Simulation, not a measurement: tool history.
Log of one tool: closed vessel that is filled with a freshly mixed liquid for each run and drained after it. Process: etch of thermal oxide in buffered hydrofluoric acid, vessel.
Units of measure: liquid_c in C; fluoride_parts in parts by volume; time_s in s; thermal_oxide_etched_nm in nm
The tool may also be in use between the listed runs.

run 1 hour=0 | liquid_c=22 fluoride_parts=9.5 time_s=100 | thermal_oxide_etched_nm=115.25
run 2 hour=1.1 | liquid_c=22 fluoride_parts=7 time_s=100 | thermal_oxide_etched_nm=157.86
run 3 hour=4.7 | liquid_c=22 fluoride_parts=5 time_s=100 | thermal_oxide_etched_nm=209.71
run 4 hour=13.2 | liquid_c=21 fluoride_parts=5 time_s=100 | thermal_oxide_etched_nm=198.31
run 5 hour=21.1 | liquid_c=20.5 fluoride_parts=5.5 time_s=100 | thermal_oxide_etched_nm=177.41
run 6 hour=21.9 | liquid_c=20.5 fluoride_parts=5.5 time_s=105 | thermal_oxide_etched_nm=187.89

Run 7 is up next; what results do you expect?
run 7 hour=22.9 | liquid_c=20 fluoride_parts=5.5 time_s=105 | thermal_oxide_etched_nm=?

For run 7 the tool returned thermal_oxide_etched_nm 181.95 nm.
